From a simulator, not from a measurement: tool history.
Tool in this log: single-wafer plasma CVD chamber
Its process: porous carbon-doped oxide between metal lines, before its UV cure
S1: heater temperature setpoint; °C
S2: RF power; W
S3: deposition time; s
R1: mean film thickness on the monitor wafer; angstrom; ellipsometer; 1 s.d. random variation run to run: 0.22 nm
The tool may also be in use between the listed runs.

run	hour	S1	S2	S3	R1
1	0	300	550	22.2	1210.1
2	3	300	510	22.2	1134.6
3	9.9	304	500	22.2	1091.5
4	13.2	307	495	22.2	1066
5	21	298	495	22.2	1121.9
6	22.2	302	485	22.2	1071.3

Predict the results of run 7:
7	30.3	302	485	22.2	?

{"run 7": {"R1": 1071.6}}
